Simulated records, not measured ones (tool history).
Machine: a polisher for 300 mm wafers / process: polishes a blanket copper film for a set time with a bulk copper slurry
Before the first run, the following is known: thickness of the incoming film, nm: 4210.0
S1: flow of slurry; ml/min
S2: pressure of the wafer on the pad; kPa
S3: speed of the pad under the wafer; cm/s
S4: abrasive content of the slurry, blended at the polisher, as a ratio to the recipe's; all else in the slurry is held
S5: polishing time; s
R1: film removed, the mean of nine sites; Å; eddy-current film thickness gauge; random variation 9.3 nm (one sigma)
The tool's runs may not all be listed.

run 1 hour=0.0 | S1=145 S2=20.7 S3=102 S4=1.00 S5=86 | R1=8037.6
run 2 hour=5.0 | S1=150 S2=22.1 S3=102 S4=1.00 S5=86 | R1=8595.2
run 3 hour=13.4 | S1=150 S2=22.1 S3=102 S4=1.00 S5=86 | R1=8513.6
run 4 hour=16.5 | S1=155 S2=23.4 S3=102 S4=1.00 S5=86 | R1=9165.8
run 5 hour=18.4 | S1=155 S2=23.4 S3=102 S4=0.95 S5=86 | R1=9206.0
run 6 hour=21.9 | S1=155 S2=18.6 S3=102 S4=0.95 S5=86 | R1=7306.2
run 7 hour=24.3 | S1=160 S2=20.7 S3=102 S4=0.95 S5=86 | R1=8275.3

What will run 8 give?
run 8 hour=25.7 | S1=170 S2=21.4 S3=102 S4=0.95 S5=86 | R1=?

{"run 8": {"R1": 8396.5}}
